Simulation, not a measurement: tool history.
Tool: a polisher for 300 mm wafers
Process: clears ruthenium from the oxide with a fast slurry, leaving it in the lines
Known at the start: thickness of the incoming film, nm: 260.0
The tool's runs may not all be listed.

run  hour  flow of slurry (ml/min)  pressure of the wafer on the pad (kPa)  speed of the pad under the wafer (cm/s)  abrasive content of the slurry  overpolish time after the end point (s)  time until the end point was called (s)  dishing of a wide line in a test structure (nm)
  1   0.0                      150                                    12.4                                      102                             1.0                                       16                                  126.440                                           33.503
  2   8.1                      150                                    12.4                                      102                             1.0                                       15                                  127.810                                           31.231
  3  13.0                      150                                    12.4                                      102                             1.2                                       15                                  113.470                                           35.155
  4  17.1                      150                                    12.4                                      102                             1.2                                       20                                  117.340                                           44.377
  5  22.5                      150                                    12.4                                      102                             1.2                                       19                                  115.190                                           42.245
  6  29.6                      150                                    12.4                                      102                             1.2                                       18                                  112.900                                           41.125
     33.0  -- slurry blender recalibrated
  7  33.0                      150                                    12.4                                      102                             1.2                                       17                                   94.063                                           45.726
  8  37.8                      150                                    11.7                                      102                             1.2                                       16                                   99.405                                           40.605
  9  41.4                      150                                    12.4                                      100                             1.2                                       15                                   95.636                                           40.129
 10  50.2                      160                                    10.3                                      100                             1.2                                        7                                  112.470                                           16.731
 11  51.3                      155                                    11.7                                       98                             1.2                                        9                                  101.820                                           22.713
 12  54.4                      150                                    11.7                                       98                             1.2                                       10                                  101.690                                           25.661

Forecast run 13:
 13  59.7                      155                                    11.7                                       98                             1.2                                       11                                        ?                                                ?

Run 13 gave time until the end point was called (s) 102.670, dishing of a wide line in a test structure (nm) 28.589.
